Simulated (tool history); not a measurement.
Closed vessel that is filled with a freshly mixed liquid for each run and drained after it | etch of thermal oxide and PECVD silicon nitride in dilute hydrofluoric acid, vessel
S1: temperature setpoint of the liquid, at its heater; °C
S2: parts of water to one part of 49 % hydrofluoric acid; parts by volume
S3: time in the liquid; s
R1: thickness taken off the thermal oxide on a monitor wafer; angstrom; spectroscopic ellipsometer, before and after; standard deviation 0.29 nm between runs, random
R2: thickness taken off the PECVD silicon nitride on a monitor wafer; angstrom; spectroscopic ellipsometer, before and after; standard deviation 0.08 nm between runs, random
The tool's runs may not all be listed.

run 1 hour=0 | S1=26 S2=45 S3=325 | R1=392.42 R2=169.86
run 2 hour=2.1 | S1=25.5 S2=45 S3=325 | R1=387.39 R2=163.06
run 3 hour=10.4 | S1=25 S2=45 S3=325 | R1=371.8 R2=158.59
run 4 hour=15.4 | S1=24.5 S2=45 S3=325 | R1=375.79 R2=151.97
run 5 hour=17.9 | S1=26.5 S2=45 S3=325 | R1=405.82 R2=174.17
run 6 hour=26.6 | S1=26 S2=45 S3=325 | R1=393.26 R2=168.13
run 7 hour=28.7 | S1=25.5 S2=45 S3=325 | R1=389.38 R2=163.76
run 8 hour=30.7 | S1=25 S2=45 S3=325 | R1=372.67 R2=157.87
run 9 hour=35.7 | S1=24.5 S2=45 S3=325 | R1=371.29 R2=151.31

What will run 10 give?
run 10 hour=41.3 | S1=24 S2=45 S3=325 | R1=? R2=?

{"run 10": {"R1": 360.35, "R2": 148.01}}
